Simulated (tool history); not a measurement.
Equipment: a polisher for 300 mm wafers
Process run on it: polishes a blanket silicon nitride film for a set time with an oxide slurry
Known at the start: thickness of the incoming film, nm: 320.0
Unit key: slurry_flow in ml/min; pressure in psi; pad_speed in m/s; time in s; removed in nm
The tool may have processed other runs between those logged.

{"run": 1, "hour": 0.0, "slurry_flow": 170, "pressure": 2.8, "pad_speed": 1.12, "slurry_solids": 1.0, "time": 86, "removed": 49.693}
{"run": 2, "hour": 8.1, "slurry_flow": 170, "pressure": 2.8, "pad_speed": 0.98, "slurry_solids": 1.0, "time": 86, "removed": 45.446}
{"run": 3, "hour": 16.3, "slurry_flow": 175, "pressure": 3.1, "pad_speed": 1.04, "slurry_solids": 1.0, "time": 86, "removed": 52.503}
{"run": 4, "hour": 19.9, "slurry_flow": 175, "pressure": 3.1, "pad_speed": 1.28, "slurry_solids": 1.0, "time": 86, "removed": 61.434}
{"run": 5, "hour": 27.2, "slurry_flow": 175, "pressure": 3.1, "pad_speed": 1.46, "slurry_solids": 1.0, "time": 86, "removed": 67.83}
{"run": 6, "hour": 27.9, "slurry_flow": 180, "pressure": 3.3, "pad_speed": 1.46, "slurry_solids": 1.0, "time": 86, "removed": 72.264}
{"run": 7, "hour": 34.2, "slurry_flow": 180, "pressure": 3.5, "pad_speed": 1.48, "slurry_solids": 1.0, "time": 86, "removed": 79.642}
{"run": 8, "hour": 43.2, "slurry_flow": 180, "pressure": 3.6, "pad_speed": 1.48, "slurry_solids": 1.0, "time": 86, "removed": 80.21}

Estimate the outcome of run 9 from the log above:
{"run": 9, "hour": 44.1, "slurry_flow": 210, "pressure": 4.4, "pad_speed": 1.52, "slurry_solids": 1.0, "time": 86, "removed": "?"}

removed: 102.460 nm
